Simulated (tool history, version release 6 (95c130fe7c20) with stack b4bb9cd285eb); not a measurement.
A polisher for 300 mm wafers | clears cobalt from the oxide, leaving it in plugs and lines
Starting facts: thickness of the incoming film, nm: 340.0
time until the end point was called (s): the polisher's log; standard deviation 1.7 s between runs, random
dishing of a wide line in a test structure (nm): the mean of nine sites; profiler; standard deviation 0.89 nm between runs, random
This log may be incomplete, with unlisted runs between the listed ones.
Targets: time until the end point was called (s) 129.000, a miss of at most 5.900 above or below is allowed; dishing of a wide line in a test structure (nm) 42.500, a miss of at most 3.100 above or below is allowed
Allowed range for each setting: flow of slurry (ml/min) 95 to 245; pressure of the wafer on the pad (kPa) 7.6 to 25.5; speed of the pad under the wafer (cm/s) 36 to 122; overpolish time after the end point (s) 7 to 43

run	hour	flow of slurry (ml/min)	pressure of the wafer on the pad (kPa)	speed of the pad under the wafer (cm/s)	overpolish time after the end point (s)	time until the end point was called (s)	dishing of a wide line in a test structure (nm)
1	0.0	155	16.5	78	22	94.332	61.307
2	1.3	155	16.5	78	16	93.456	47.917
3	2.8	155	16.5	78	11	97.818	37.842
4	5.2	140	16.5	78	11	95.151	36.217
5	10.7	140	20.0	78	11	82.688	42.209
6	19.4	140	20.0	92	11	72.379	45.021
7	22.5	130	15.9	86	21	91.995	61.155
8	27.1	130	11.7	80	13	120.960	34.811
9	28.5	130	11.7	80	14	121.010	36.491
10	34.3	130	11.7	80	15	120.960	38.229
11	37.1	130	11.7	80	16	121.870	40.827

Which one of the following 4 next-run settings gets every result inside its allowed miss? There is exactly one.
A	39.9	125	11.7	84	20	?	?
B	39.9	165	12.4	70	18	?	?
C	39.9	140	12.4	82	21	?	?
D	39.9	135	9.0	92	25	?	?

move	time until the end point was called (s)	dishing of a wide line in a test structure (nm)
A	114.850	49.026
B	125.870	42.364
C	110.950	52.017
D	124.700	54.170
A: its largest miss is bigger than the last run's
B: all results land within tolerance of their targets
C: its largest miss is bigger than the last run's
D: brings the result that was furthest off to its target, and leaves another outside
Move B is the one to make.

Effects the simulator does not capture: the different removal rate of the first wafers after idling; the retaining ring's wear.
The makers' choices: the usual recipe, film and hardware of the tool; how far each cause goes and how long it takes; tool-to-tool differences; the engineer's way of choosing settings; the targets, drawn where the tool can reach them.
